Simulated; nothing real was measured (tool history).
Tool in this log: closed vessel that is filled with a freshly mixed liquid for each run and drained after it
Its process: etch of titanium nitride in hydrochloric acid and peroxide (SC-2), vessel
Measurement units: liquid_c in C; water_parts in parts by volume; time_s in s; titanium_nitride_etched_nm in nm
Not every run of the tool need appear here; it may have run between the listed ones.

run,hour,liquid_c,water_parts,time_s,titanium_nitride_etched_nm
1,0.0,60.0,9,260,18.060
2,4.1,58.5,9,260,16.473
3,10.5,58.5,9,195,12.435
4,19.4,58.0,9,195,12.042
5,28.9,58.0,9,195,12.058
6,35.6,57.5,9,195,11.615
7,43.3,57.0,9,195,11.259
8,48.9,56.5,9,195,10.859

Run 9, settings as shown, results not yet in. Your forecast:
9,55.3,56.0,9,195,?

{"run 9": {"titanium_nitride_etched_nm": 10.578}}
